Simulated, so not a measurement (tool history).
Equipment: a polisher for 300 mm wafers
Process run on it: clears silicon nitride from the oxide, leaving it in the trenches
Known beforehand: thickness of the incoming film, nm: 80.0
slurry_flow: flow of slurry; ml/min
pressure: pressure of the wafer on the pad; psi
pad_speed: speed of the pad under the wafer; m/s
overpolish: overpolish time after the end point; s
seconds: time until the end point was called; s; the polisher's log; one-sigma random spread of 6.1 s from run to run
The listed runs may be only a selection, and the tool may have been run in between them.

{"run": 1, "hour": 0.0, "slurry_flow": 145, "pressure": 2.6, "pad_speed": 0.8, "overpolish": 25, "seconds": 122.46}
{"run": 2, "hour": 4.0, "slurry_flow": 110, "pressure": 2.6, "pad_speed": 0.8, "overpolish": 25, "seconds": 131.96}
{"run": 3, "hour": 5.3, "slurry_flow": 105, "pressure": 2.1, "pad_speed": 0.72, "overpolish": 25, "seconds": 179.95}
{"run": 4, "hour": 8.6, "slurry_flow": 105, "pressure": 2.1, "pad_speed": 0.56, "overpolish": 25, "seconds": 218.1}
{"run": 5, "hour": 13.2, "slurry_flow": 105, "pressure": 1.8, "pad_speed": 0.54, "overpolish": 25, "seconds": 245.73}
{"run": 6, "hour": 18.6, "slurry_flow": 125, "pressure": 1.8, "pad_speed": 0.54, "overpolish": 25, "seconds": 237.62}
{"run": 7, "hour": 26.0, "slurry_flow": 120, "pressure": 1.6, "pad_speed": 0.52, "overpolish": 25, "seconds": 277.2}

Estimate the outcome of run 8 from the log above:
{"run": 8, "hour": 35.1, "slurry_flow": 120, "pressure": 1.5, "pad_speed": 0.52, "overpolish": 25, "seconds": "?"}

{"run 8": {"seconds": 290.77}}
